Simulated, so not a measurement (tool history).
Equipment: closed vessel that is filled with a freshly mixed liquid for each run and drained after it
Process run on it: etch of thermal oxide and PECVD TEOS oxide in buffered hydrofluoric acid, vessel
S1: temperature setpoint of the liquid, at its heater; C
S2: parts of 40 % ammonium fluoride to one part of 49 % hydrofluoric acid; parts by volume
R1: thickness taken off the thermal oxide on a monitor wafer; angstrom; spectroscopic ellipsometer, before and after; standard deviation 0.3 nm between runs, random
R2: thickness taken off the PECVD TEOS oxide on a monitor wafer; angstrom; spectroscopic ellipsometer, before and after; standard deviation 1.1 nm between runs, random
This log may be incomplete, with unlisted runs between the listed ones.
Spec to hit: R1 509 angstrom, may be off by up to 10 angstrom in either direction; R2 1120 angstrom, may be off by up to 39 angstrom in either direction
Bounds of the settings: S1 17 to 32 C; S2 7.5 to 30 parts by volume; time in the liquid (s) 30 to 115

Run 1, hour 0: S1 24 C, S2 21 parts by volume, time in the liquid (s) 60. Result: R1 331.52 angstrom, R2 729.46 angstrom.
Run 2, hour 2: S1 24 C, S2 21 parts by volume, time in the liquid (s) 35. Result: R1 193.4 angstrom, R2 432.01 angstrom.
Run 3, hour 4: S1 24 C, S2 17 parts by volume, time in the liquid (s) 35. Result: R1 234.65 angstrom, R2 514.17 angstrom.
Run 4, hour 5.4: S1 25 C, S2 16 parts by volume, time in the liquid (s) 35. Result: R1 262.27 angstrom, R2 586.11 angstrom.
Run 5, hour 12.1: S1 27 C, S2 16 parts by volume, time in the liquid (s) 35. Result: R1 296.32 angstrom, R2 645.74 angstrom.
Run 6, hour 14.5: S1 27 C, S2 16 parts by volume, time in the liquid (s) 30. Result: R1 252.42 angstrom, R2 549.83 angstrom.
Run 7, hour 20.9: S1 27.5 C, S2 15 parts by volume, time in the liquid (s) 30. Result: R1 275.07 angstrom, R2 603.94 angstrom.
Run 8, hour 22.6: S1 28 C, S2 14 parts by volume, time in the liquid (s) 30. Result: R1 302.34 angstrom, R2 661.81 angstrom.
Run 9, hour 23.5: S1 28.5 C, S2 13 parts by volume, time in the liquid (s) 30. Result: R1 332.82 angstrom, R2 738.83 angstrom.
Run 10, hour 27.9: S1 29 C, S2 12.5 parts by volume, time in the liquid (s) 30. Result: R1 357.87 angstrom, R2 797.38 angstrom.
Run 11, hour 29.3: S1 29.5 C, S2 12 parts by volume, time in the liquid (s) 30. Result: R1 379.4 angstrom, R2 839.07 angstrom.
Run 12, hour 37.8: S1 30 C, S2 11.5 parts by volume, time in the liquid (s) 30. Result: R1 403.16 angstrom, R2 899.58 angstrom.
Run 13, hour 42.9: S1 31 C, S2 10.5 parts by volume, time in the liquid (s) 30. Result: R1 469.02 angstrom, R2 1049.9 angstrom.
Run 14, hour 49.9: S1 31.5 C, S2 10.5 parts by volume, time in the liquid (s) 30. Result: R1 480.8 angstrom, R2 1065.6 angstrom.
Run 15, hour 58.1: S1 32 C, S2 10.5 parts by volume, time in the liquid (s) 30. Result: R1 486.78 angstrom, R2 1089.5 angstrom.
Run 16, hour 61.2: S1 32 C, S2 10.5 parts by volume, time in the liquid (s) 30. Result: R1 496.07 angstrom, R2 1079.3 angstrom.

Which single option among these 4 for the next run brings every result within its allowed miss of target? Just one does.
Run A, hour 64.3: S1 32 C, S2 13 parts by volume, time in the liquid (s) 35. Result: R1 ?, R2 ?.
Run B, hour 64.3: S1 31 C, S2 13 parts by volume, time in the liquid (s) 40. Result: R1 ?, R2 ?.
Run C, hour 64.3: S1 31 C, S2 12 parts by volume, time in the liquid (s) 35. Result: R1 ?, R2 ?.
Run D, hour 64.3: S1 32 C, S2 12.5 parts by volume, time in the liquid (s) 35. Result: R1 ?, R2 ?.

move      R1      R2
   A  465.01  1031.5
   B   504.5  1119.1
   C  477.31  1058.8
   D  483.16  1071.8
A: the biggest miss grows against the last run
B: each result inside its tolerance
C: the biggest miss grows against the last run
D: the biggest miss grows against the last run
B meets every target.

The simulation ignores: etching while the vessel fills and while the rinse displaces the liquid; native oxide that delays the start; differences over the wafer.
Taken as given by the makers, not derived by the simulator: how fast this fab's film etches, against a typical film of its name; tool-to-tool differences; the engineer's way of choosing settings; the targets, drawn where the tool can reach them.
